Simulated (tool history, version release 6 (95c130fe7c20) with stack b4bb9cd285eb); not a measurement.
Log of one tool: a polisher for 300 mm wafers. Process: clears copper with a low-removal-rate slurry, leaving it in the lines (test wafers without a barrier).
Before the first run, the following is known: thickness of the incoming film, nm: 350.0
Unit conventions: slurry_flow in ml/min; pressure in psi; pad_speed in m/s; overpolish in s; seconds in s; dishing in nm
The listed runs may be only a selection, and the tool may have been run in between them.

run,hour,slurry_flow,pressure,pad_speed,slurry_solids,overpolish,seconds,dishing
1,0,185,2.1,1.06,1,20,127.12,34.897
2,6.4,185,2.1,0.8,1,20,162.36,28.923
3,9.9,185,2.1,0.6,1,20,195.89,23.944
4,15.9,185,1.6,0.6,1,20,258.03,19.036
5,18,185,1.8,0.66,1,20,213.25,22.082
6,23.3,185,2,0.72,1,20,180.95,25.901
7,28.3,185,2.1,0.78,1,20,165.43,28.269
8,31.5,205,2.7,1.08,1.1,18,95.32,40.806
9,32.3,205,2.7,1.12,1.1,18,93.343,42.245
10,39.1,205,2.8,1.16,1.1,18,84.907,43.714
11,47.7,205,2.8,1.18,1.1,18,86.444,44.305
12,48.7,210,3.2,1.42,1.15,20,64.417,59.13

For run 13, what comes out?
13,50.7,210,3.2,1.44,1.15,20,?,?

{"run 13": {"seconds": 65.311, "dishing": 59.179}}

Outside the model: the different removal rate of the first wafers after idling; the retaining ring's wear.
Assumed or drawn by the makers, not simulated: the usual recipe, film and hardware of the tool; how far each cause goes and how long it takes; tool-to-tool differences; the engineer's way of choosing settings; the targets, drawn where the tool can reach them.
